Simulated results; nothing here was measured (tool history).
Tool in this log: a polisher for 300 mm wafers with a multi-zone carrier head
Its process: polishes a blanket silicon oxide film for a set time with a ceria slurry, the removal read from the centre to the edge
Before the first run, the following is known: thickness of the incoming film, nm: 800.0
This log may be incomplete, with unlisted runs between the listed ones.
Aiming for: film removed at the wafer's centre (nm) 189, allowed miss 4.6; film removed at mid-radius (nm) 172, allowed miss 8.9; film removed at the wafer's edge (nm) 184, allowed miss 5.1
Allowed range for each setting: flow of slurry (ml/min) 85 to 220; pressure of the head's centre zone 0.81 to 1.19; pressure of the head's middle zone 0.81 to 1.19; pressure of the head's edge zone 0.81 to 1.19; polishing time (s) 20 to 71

| run | hour | flow of slurry (ml/min) | pressure of the head's centre zone | pressure of the head's middle zone | pressure of the head's edge zone | polishing time (s) | film removed at the wafer's centre (nm) | film removed at mid-radius (nm) | film removed at the wafer's edge (nm) |
|---|---|---|---|---|---|---|---|---|---|
| 1 | 0 | 140 | 1 | 1 | 1 | 45 | 222.14 | 217.14 | 215.15 |
| 2 | 4.4 | 130 | 0.99 | 0.96 | 0.96 | 44 | 212.09 | 200.78 | 206.86 |
| 3 | 12.9 | 130 | 0.99 | 0.96 | 0.96 | 49 | 237.75 | 229.83 | 228.54 |
| 4 | 14 | 130 | 0.99 | 0.88 | 0.96 | 49 | 237.81 | 208.2 | 224.77 |
| 5 | 20.2 | 130 | 0.99 | 0.88 | 0.96 | 60 | 290.82 | 260.89 | 279.42 |
| 6 | 23.8 | 130 | 0.99 | 0.88 | 0.91 | 60 | 294.69 | 253.3 | 274.44 |
| 7 | 28.2 | 125 | 0.97 | 0.89 | 0.89 | 55 | 256.08 | 232.98 | 247.96 |
| 8 | 34.4 | 130 | 0.96 | 0.89 | 0.88 | 51 | 241.43 | 220.85 | 230.22 |
| 9 | 36.3 | 125 | 0.95 | 0.88 | 0.87 | 48 | 221.07 | 206.64 | 214.51 |
| 10 | 41.9 | 120 | 0.95 | 0.86 | 0.86 | 46 | 213.62 | 184.44 | 204.74 |
| 11 | 47.7 | 120 | 0.94 | 0.87 | 0.85 | 45 | 207.22 | 192.49 | 195.43 |
|  | 53.7 | edge zone pressure recalibrated |
| 12 | 53.7 | 110 | 0.93 | 0.85 | 0.85 | 45 | 202.09 | 185.69 | 204.97 |

Exactly one of the 4 candidate moves below puts every result within its allowed miss. Which one?
| A | 59.7 | 185 | 0.93 | 1.06 | 0.81 | 38 | ? | ? | ? |
| B | 59.7 | 120 | 0.95 | 0.88 | 0.83 | 41 | ? | ? | ? |
| C | 59.7 | 185 | 0.95 | 1.03 | 0.81 | 39 | ? | ? | ? |
| D | 59.7 | 100 | 0.82 | 0.85 | 1.02 | 49 | ? | ? | ? |

| move | film removed at the wafer's centre (nm) | film removed at mid-radius (nm) | film removed at the wafer's edge (nm) |
|---|---|---|---|
| A | 186.35 | 201.93 | 177.15 |
| B | 190.92 | 175.43 | 185.28 |
| C | 194.68 | 202.23 | 181.89 |
| D | 195.25 | 198.14 | 236.95 |
A: takes the biggest miss from the last run beyond its target
B: meets every target
C: gets the furthest-off result to its target, but another result is out of tolerance
D: moves away from the targets compared with the last run
The move that meets every target is B.
